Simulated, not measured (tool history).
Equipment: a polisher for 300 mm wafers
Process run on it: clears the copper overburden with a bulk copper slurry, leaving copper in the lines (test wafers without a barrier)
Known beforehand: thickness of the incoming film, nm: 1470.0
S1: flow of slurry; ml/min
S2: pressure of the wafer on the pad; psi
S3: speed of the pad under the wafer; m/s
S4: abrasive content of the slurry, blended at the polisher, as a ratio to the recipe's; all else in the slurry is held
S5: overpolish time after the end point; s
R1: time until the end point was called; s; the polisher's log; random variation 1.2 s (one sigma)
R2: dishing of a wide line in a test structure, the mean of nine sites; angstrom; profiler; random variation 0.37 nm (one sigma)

| run | hour | S1 | S2 | S3 | S4 | S5 | R1 | R2 |
|---|---|---|---|---|---|---|---|---|
| 1 | 0.0 | 125 | 3.0 | 1.18 | 1.0 | 10 | 137.72 | 394.45 |
| 2 | 8.7 | 130 | 3.1 | 1.18 | 1.0 | 9 | 132.07 | 387.34 |
| 3 | 15.7 | 130 | 3.1 | 1.18 | 1.2 | 9 | 126.96 | 392.06 |
| 4 | 23.6 | 130 | 3.1 | 1.18 | 1.2 | 12 | 126.50 | 430.29 |
| 5 | 29.2 | 115 | 3.1 | 1.18 | 1.2 | 12 | 131.81 | 425.47 |
| 6 | 33.1 | 125 | 3.1 | 1.18 | 1.2 | 11 | 125.97 | 417.22 |
| 7 | 35.4 | 135 | 3.1 | 1.18 | 1.2 | 10 | 125.04 | 408.00 |
| 8 | 36.6 | 140 | 3.1 | 1.18 | 1.2 | 9 | 126.76 | 391.94 |
| 9 | 40.8 | 145 | 3.2 | 1.18 | 1.2 | 8 | 122.70 | 380.54 |

The next listed run, before its measurement:
| 10 | 43.0 | 160 | 3.7 | 1.20 | 1.2 | 4 | ? | ? |

Run 10 gave R1 104.69 s, R2 281.92 angstrom.

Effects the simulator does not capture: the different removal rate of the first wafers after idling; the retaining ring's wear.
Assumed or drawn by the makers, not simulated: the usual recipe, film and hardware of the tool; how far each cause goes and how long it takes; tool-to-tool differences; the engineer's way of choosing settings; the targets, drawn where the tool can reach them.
